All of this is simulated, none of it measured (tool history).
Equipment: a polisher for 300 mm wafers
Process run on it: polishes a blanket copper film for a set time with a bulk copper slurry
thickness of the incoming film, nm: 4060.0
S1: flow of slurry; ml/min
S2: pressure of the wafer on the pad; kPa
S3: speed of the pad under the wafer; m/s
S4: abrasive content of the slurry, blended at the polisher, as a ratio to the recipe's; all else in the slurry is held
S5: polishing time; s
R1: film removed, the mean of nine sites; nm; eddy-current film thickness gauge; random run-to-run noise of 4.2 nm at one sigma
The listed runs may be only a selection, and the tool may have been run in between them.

Run 1, day 0: S1 270 ml/min, S2 11.7 kPa, S3 1.34 m/s, S4 1, S5 46 s. Result: R1 293.8 nm.
Run 2, day 0.296: S1 270 ml/min, S2 11.7 kPa, S3 1.46 m/s, S4 1, S5 46 s. Result: R1 316.64 nm.
Run 3, day 0.454: S1 270 ml/min, S2 11.7 kPa, S3 1.46 m/s, S4 1.15, S5 46 s. Result: R1 331.02 nm.
Run 4, day 0.692: S1 270 ml/min, S2 12.4 kPa, S3 1.46 m/s, S4 1.15, S5 46 s. Result: R1 353.81 nm.
Run 5, day 0.912: S1 270 ml/min, S2 13.8 kPa, S3 1.46 m/s, S4 1.15, S5 46 s. Result: R1 390.53 nm.
Run 6, day 1.138: S1 270 ml/min, S2 15.9 kPa, S3 1.46 m/s, S4 1.15, S5 46 s. Result: R1 437.19 nm.

Run 7, settings as shown, results not yet in. Your forecast:
Run 7, day 1.442: S1 270 ml/min, S2 16.5 kPa, S3 1.46 m/s, S4 1.15, S5 46 s. Result: R1 ?.

{"run 7": {"R1": 452.37}}

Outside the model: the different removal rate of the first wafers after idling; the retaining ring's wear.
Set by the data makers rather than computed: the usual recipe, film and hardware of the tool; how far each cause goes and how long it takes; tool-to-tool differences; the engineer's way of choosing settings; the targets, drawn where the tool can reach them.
